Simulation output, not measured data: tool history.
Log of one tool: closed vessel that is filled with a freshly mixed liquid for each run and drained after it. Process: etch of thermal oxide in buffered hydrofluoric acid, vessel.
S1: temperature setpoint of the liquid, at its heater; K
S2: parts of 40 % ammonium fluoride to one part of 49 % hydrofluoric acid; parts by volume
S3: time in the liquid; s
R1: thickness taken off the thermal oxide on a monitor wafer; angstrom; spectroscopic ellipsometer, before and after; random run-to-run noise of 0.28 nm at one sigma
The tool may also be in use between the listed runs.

{"run": 1, "day": 0.0, "S1": 296.15, "S2": 15.5, "S3": 35, "R1": 277.4}
{"run": 2, "day": 0.112, "S1": 296.65, "S2": 15.5, "S3": 35, "R1": 291.45}
{"run": 3, "day": 0.475, "S1": 299.65, "S2": 15.5, "S3": 35, "R1": 341.6}
{"run": 4, "day": 0.792, "S1": 299.15, "S2": 15.5, "S3": 35, "R1": 327.29}
{"day": 1.162, "done": "hydrofluoric acid flow meter replaced"}
{"run": 5, "day": 1.162, "S1": 299.15, "S2": 15.5, "S3": 30, "R1": 257.43}
{"run": 6, "day": 1.383, "S1": 300.15, "S2": 15.5, "S3": 30, "R1": 275.88}
{"run": 7, "day": 1.421, "S1": 300.65, "S2": 15.5, "S3": 30, "R1": 279.03}

Estimate the outcome of run 8 from the log above:
{"run": 8, "day": 1.483, "S1": 301.15, "S2": 15.5, "S3": 30, "R1": "?"}

R1: 290.05 angstrom

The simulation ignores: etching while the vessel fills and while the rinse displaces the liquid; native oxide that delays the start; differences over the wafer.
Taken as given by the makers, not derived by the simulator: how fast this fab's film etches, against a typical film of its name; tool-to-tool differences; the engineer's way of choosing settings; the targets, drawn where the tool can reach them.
